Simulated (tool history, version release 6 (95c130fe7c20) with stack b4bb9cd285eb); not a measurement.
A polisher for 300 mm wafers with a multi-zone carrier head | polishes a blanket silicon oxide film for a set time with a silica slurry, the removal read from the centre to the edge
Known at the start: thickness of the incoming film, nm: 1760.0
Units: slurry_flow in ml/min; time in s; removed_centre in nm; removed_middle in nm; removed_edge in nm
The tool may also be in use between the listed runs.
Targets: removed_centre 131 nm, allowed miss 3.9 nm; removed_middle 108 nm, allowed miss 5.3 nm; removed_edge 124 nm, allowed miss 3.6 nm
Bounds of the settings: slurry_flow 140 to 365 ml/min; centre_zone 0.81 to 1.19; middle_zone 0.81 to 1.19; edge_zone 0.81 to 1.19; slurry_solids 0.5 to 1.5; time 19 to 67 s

run,day,slurry_flow,centre_zone,middle_zone,edge_zone,slurry_solids,time,removed_centre,removed_middle,removed_edge
1,0,235,1,1,1,1,43,200.57,190.97,200.09
2,0.288,235,1,0.97,0.98,0.9,42,187.78,175.36,183.32
3,0.383,230,1,0.94,0.98,0.85,41,175.19,162.35,174.02
4,0.667,230,1.03,0.94,0.98,0.85,41,178.5,160.97,174.07
5,1.012,225,1.04,0.92,0.97,0.8,40,174.07,148.24,163.7
# day 1.238: slurry nozzle cleaned
6,1.238,220,1.03,0.9,0.96,0.75,40,173.91,147.73,161.36
7,1.404,220,1.03,0.89,0.97,0.7,39,163.5,137.72,153.92
8,1.538,215,1.02,0.88,0.97,0.65,38,149.49,128.45,144.05
9,1.571,210,1.02,0.87,0.96,0.65,38,150.16,127.04,140.97
10,1.746,205,1.02,0.86,0.96,0.65,38,148.36,125.34,139.87
11,2.038,200,1.02,0.85,0.96,0.65,38,146.49,124.22,140.36
12,2.238,195,1.02,0.84,0.96,0.65,38,146.07,121.94,140.99
13,2.308,190,1.02,0.84,0.95,0.65,38,148.72,121.59,140.31
14,2.554,185,1.01,0.84,0.94,0.65,38,146.72,118.34,139.4
15,2.775,190,1,0.84,0.93,0.65,38,146.21,117.75,139.58
16,2.979,185,0.99,0.86,0.92,0.55,37,122.85,104.45,119.52
17,3.208,190,0.99,0.86,0.92,0.55,37,126.6,105.21,121.5

4 next moves are on the table. One of them brings every result within its allowed miss. Which?
A,3.438,190,0.92,0.84,0.92,0.5,41,?,?,?
B,3.438,215,1,0.84,0.96,0.5,37,?,?,?
C,3.438,140,0.93,0.81,0.97,0.65,36,?,?,?
D,3.438,170,1.02,0.85,0.92,0.5,41,?,?,?

move,removed_centre,removed_middle,removed_edge
A,120.08,107.73,124.88
B,119.24,99.154,115.68
C,117.45,102.27,126.09
D,128.43,106.47,122.97
A: further off than the last run
B: further off than the last run
C: further off than the last run
D: meets every target
Move D is the one to make.
